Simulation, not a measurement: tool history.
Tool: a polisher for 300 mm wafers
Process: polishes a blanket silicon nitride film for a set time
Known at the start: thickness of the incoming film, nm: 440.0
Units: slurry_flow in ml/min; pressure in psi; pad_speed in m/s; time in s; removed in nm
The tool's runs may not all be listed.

run  hour  slurry_flow  pressure  pad_speed  time  removed
  1     0          120       2.5       0.94    39   48.323
  2     5          120       2.5       0.94    34   42.491
  3   7.9          120         2       0.94    34   35.237
  4   8.7          120         2       0.94    34   35.468
  5  15.2          135         2       0.94    34   36.538
  6  19.1          115         2       0.94    34   35.347

The next listed run, before its measurement:
  7  19.9          145       2.7       0.96    34        ?

removed: 47.889 nm
